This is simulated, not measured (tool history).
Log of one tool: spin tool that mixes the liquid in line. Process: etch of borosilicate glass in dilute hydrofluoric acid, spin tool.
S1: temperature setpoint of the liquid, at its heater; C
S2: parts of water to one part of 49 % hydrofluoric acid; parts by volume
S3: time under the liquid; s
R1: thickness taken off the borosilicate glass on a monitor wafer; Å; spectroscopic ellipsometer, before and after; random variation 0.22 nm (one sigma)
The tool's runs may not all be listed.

{"run": 1, "hour": 0.0, "S1": 22.0, "S2": 120, "S3": 225, "R1": 621.12}
{"run": 2, "hour": 4.9, "S1": 22.5, "S2": 120, "S3": 225, "R1": 637.36}
{"run": 3, "hour": 6.5, "S1": 23.0, "S2": 120, "S3": 225, "R1": 649.54}
{"run": 4, "hour": 11.8, "S1": 23.5, "S2": 120, "S3": 225, "R1": 657.74}
{"run": 5, "hour": 20.6, "S1": 23.5, "S2": 120, "S3": 225, "R1": 660.88}
{"run": 6, "hour": 21.9, "S1": 23.5, "S2": 80, "S3": 225, "R1": 1032.1}
{"run": 7, "hour": 26.6, "S1": 22.0, "S2": 85, "S3": 225, "R1": 916.48}
{"run": 8, "hour": 31.3, "S1": 20.5, "S2": 90, "S3": 225, "R1": 810.65}
{"run": 9, "hour": 33.6, "S1": 19.5, "S2": 90, "S3": 225, "R1": 777.99}
{"run": 10, "hour": 39.5, "S1": 19.0, "S2": 90, "S3": 225, "R1": 765.48}
{"run": 11, "hour": 46.6, "S1": 18.5, "S2": 90, "S3": 225, "R1": 746.62}

Forecast run 12:
{"run": 12, "hour": 47.6, "S1": 18.0, "S2": 90, "S3": 225, "R1": "?"}

R1: 732.10 Å
